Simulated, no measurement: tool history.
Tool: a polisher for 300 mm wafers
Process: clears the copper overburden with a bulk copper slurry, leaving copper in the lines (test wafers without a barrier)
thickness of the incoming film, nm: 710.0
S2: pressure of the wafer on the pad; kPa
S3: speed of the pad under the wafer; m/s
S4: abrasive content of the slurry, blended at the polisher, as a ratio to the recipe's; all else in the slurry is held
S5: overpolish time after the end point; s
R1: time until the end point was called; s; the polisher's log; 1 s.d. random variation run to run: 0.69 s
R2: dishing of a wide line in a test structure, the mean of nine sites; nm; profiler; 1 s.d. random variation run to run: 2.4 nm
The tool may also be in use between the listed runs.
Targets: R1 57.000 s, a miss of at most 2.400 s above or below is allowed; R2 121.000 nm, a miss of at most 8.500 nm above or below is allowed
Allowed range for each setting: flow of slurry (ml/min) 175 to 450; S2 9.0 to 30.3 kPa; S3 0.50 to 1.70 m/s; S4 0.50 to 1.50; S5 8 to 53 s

Run 1, day 0.000: flow of slurry (ml/min) 290, S2 19.3 kPa, S3 1.10 m/s, S4 1.00, S5 27 s. Result: R1 71.757 s, R2 112.870 nm.
Run 2, day 0.262: flow of slurry (ml/min) 290, S2 17.2 kPa, S3 1.10 m/s, S4 1.00, S5 27 s. Result: R1 79.961 s, R2 106.580 nm.
Run 3, day 0.342: flow of slurry (ml/min) 290, S2 17.2 kPa, S3 0.88 m/s, S4 1.00, S5 27 s. Result: R1 98.467 s, R2 97.868 nm.
Run 4, day 0.575: flow of slurry (ml/min) 290, S2 20.0 kPa, S3 0.90 m/s, S4 1.00, S5 25 s. Result: R1 83.307 s, R2 102.820 nm.
Run 5, day 0.867: flow of slurry (ml/min) 290, S2 20.0 kPa, S3 0.68 m/s, S4 1.00, S5 25 s. Result: R1 108.410 s, R2 89.034 nm.
Run 6, day 0.962: flow of slurry (ml/min) 290, S2 22.8 kPa, S3 0.72 m/s, S4 1.00, S5 25 s. Result: R1 90.069 s, R2 101.110 nm.
Run 7, day 1.100: flow of slurry (ml/min) 290, S2 24.8 kPa, S3 0.74 m/s, S4 1.00, S5 23 s. Result: R1 81.522 s, R2 107.600 nm.
Run 8, day 1.271: flow of slurry (ml/min) 295, S2 30.3 kPa, S3 0.90 m/s, S4 1.00, S5 12 s. Result: R1 54.019 s, R2 92.514 nm.
Run 9, day 1.567: flow of slurry (ml/min) 295, S2 29.6 kPa, S3 0.90 m/s, S4 1.00, S5 16 s. Result: R1 58.127 s, R2 108.560 nm.

4 next moves are on the table. One of them brings every result within its allowed miss. Which?
Run A, day 1.862: flow of slurry (ml/min) 310, S2 29.6 kPa, S3 0.98 m/s, S4 1.15, S5 23 s. Result: R1 ?, R2 ?.
Run B, day 1.862: flow of slurry (ml/min) 305, S2 30.3 kPa, S3 0.94 m/s, S4 0.75, S5 22 s. Result: R1 ?, R2 ?.
Run C, day 1.862: flow of slurry (ml/min) 290, S2 30.3 kPa, S3 0.90 m/s, S4 1.15, S5 20 s. Result: R1 ?, R2 ?.
Run D, day 1.862: flow of slurry (ml/min) 285, S2 29.6 kPa, S3 1.02 m/s, S4 1.00, S5 28 s. Result: R1 ?, R2 ?.

move      R1       R2
   A  49.978  127.450
   B  56.880  119.630
   C  53.382  118.000
   D  50.226  135.240
A: puts the biggest miss on target and leaves a different result outside tolerance
B: all results in spec
C: puts the biggest miss on target and leaves a different result outside tolerance
D: pushes the last run's worst result past its target
Move B is the one to make.
